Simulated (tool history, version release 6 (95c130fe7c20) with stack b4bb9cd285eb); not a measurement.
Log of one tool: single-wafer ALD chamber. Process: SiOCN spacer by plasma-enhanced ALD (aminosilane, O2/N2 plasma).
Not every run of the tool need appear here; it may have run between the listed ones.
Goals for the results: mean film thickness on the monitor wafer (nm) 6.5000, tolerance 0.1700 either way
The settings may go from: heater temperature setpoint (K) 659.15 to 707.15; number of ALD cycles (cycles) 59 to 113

run	hour	heater temperature setpoint (K)	number of ALD cycles (cycles)	mean film thickness on the monitor wafer (nm)
1	0.0	683.15	86	5.2847
2	2.0	683.15	92	5.6257
3	10.7	682.15	93	5.6903
4	14.5	681.15	94	5.7802
5	20.9	680.15	95	5.8877
6	23.3	680.15	87	5.3942
7	25.0	680.15	87	5.3904
8	32.5	679.15	89	5.5093
9	41.6	678.15	91	5.6497

Of the 5 settings listed for the next run, only one would bring every result within its allowed miss of target. Which one?
A	50.7	673.15	96	?
B	50.7	675.15	104	?
C	50.7	691.15	76	?
D	50.7	676.15	71	?
E	50.7	682.15	101	?

move	mean film thickness on the monitor wafer (nm)
A	6.0678
B	6.5561
C	4.5282
D	4.4605
E	6.2142
A: nearer than the last run, and not there yet
B: all results in spec
C: its largest miss is bigger than the last run's
D: its largest miss is bigger than the last run's
E: nearer than the last run, and not there yet
The move that meets every target is B.

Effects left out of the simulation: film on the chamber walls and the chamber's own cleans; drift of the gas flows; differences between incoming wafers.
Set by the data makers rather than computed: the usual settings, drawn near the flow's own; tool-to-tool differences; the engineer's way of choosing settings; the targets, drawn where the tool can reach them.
